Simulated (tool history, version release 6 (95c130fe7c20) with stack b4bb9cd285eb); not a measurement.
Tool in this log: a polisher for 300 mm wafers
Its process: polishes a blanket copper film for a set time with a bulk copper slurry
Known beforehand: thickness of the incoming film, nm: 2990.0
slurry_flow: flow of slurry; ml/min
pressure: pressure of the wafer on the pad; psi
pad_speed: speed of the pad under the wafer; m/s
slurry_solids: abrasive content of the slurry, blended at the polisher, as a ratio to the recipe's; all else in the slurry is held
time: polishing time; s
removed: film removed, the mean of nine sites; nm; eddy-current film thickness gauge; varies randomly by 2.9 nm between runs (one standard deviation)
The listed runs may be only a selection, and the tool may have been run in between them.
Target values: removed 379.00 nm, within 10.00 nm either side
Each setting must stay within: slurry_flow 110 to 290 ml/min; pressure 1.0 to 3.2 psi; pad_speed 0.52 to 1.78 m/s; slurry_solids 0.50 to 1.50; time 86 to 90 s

{"run": 1, "hour": 0.0, "slurry_flow": 185, "pressure": 2.1, "pad_speed": 1.14, "slurry_solids": 1.0, "time": 86, "removed": 545.78}
{"run": 2, "hour": 4.0, "slurry_flow": 185, "pressure": 2.4, "pad_speed": 1.14, "slurry_solids": 1.0, "time": 86, "removed": 596.06}
{"run": 3, "hour": 11.9, "slurry_flow": 180, "pressure": 2.2, "pad_speed": 1.14, "slurry_solids": 1.0, "time": 86, "removed": 562.29}
{"run": 4, "hour": 14.9, "slurry_flow": 180, "pressure": 2.0, "pad_speed": 1.14, "slurry_solids": 1.0, "time": 86, "removed": 506.99}
{"run": 5, "hour": 15.6, "slurry_flow": 140, "pressure": 2.0, "pad_speed": 1.14, "slurry_solids": 1.0, "time": 86, "removed": 491.64}
{"run": 6, "hour": 22.5, "slurry_flow": 135, "pressure": 1.9, "pad_speed": 1.14, "slurry_solids": 1.0, "time": 86, "removed": 470.17}
{"run": 7, "hour": 27.9, "slurry_flow": 135, "pressure": 1.8, "pad_speed": 1.14, "slurry_solids": 1.0, "time": 86, "removed": 449.45}
{"run": 8, "hour": 31.5, "slurry_flow": 135, "pressure": 1.8, "pad_speed": 1.14, "slurry_solids": 1.0, "time": 86, "removed": 446.3}
{"run": 9, "hour": 36.9, "slurry_flow": 125, "pressure": 1.4, "pad_speed": 1.14, "slurry_solids": 1.0, "time": 86, "removed": 368.18}
{"run": 10, "hour": 44.9, "slurry_flow": 130, "pressure": 1.4, "pad_speed": 1.14, "slurry_solids": 1.0, "time": 86, "removed": 366.57}

Consider the 5 candidate settings below. Which is the only one whose results all fall within their allowed miss of target?
{"run": "A", "hour": 52.9, "slurry_flow": 130, "pressure": 1.2, "pad_speed": 1.2, "slurry_solids": 1.1, "time": 86, "removed": "?"}
{"run": "B", "hour": 52.9, "slurry_flow": 150, "pressure": 1.4, "pad_speed": 1.1, "slurry_solids": 1.1, "time": 86, "removed": "?"}
{"run": "C", "hour": 52.9, "slurry_flow": 110, "pressure": 1.2, "pad_speed": 1.3, "slurry_solids": 0.8, "time": 89, "removed": "?"}
{"run": "D", "hour": 52.9, "slurry_flow": 155, "pressure": 1.5, "pad_speed": 1.12, "slurry_solids": 1.05, "time": 88, "removed": "?"}
{"run": "E", "hour": 52.9, "slurry_flow": 135, "pressure": 1.2, "pad_speed": 1.18, "slurry_solids": 1.0, "time": 89, "removed": "?"}

move=A removed=357.14
move=B removed=378.08
move=C removed=348.63
move=D removed=411.46
move=E removed=356.90
A: moves away from the targets compared with the last run
B: hits every target within its allowed miss
C: moves away from the targets compared with the last run
D: takes the result that was furthest off past its target
E: moves away from the targets compared with the last run
The right move is B.
